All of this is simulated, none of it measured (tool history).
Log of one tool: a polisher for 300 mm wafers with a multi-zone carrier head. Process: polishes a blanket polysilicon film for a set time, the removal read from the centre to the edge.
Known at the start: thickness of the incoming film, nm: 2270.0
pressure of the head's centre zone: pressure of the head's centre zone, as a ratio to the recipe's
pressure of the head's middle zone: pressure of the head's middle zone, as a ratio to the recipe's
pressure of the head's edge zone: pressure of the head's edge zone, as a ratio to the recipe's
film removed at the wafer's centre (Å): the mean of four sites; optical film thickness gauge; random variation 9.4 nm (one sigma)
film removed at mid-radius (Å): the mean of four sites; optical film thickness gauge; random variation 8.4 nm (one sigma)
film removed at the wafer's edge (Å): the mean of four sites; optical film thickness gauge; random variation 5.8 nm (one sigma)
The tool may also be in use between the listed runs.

run	hour	flow of slurry (ml/min)	pressure of the head's centre zone	pressure of the head's middle zone	pressure of the head's edge zone	polishing time (s)	film removed at the wafer's centre (Å)	film removed at mid-radius (Å)	film removed at the wafer's edge (Å)
1	0	230	1	1	1	50	4433.5	4445.6	4385
2	2.3	230	1.03	1	1	50	4499.7	4481.2	4362.4
3	10.1	230	1.03	1	1	56	5017.8	5036	4980.8
4	10.7	230	1.03	1.05	1	56	5108.5	5176.6	4956.1
5	12.2	195	1.03	1.05	1	56	5149.2	5182.5	4883.7
6	16.2	190	1.05	1.06	1	57	5070.3	5232.7	5025.4
7	24.3	210	1.07	1.06	0.98	58	5480.1	5293.1	5057.3
8	30.3	250	1.17	1.16	1.05	66	6885	6795.4	6003.6

Run 9 comes next. What will it give?
9	37.6	250	1.17	1.16	1.04	66	?	?	?

film removed at the wafer's centre (Å): 6874.7
film removed at mid-radius (Å): 6759
film removed at the wafer's edge (Å): 5881.6
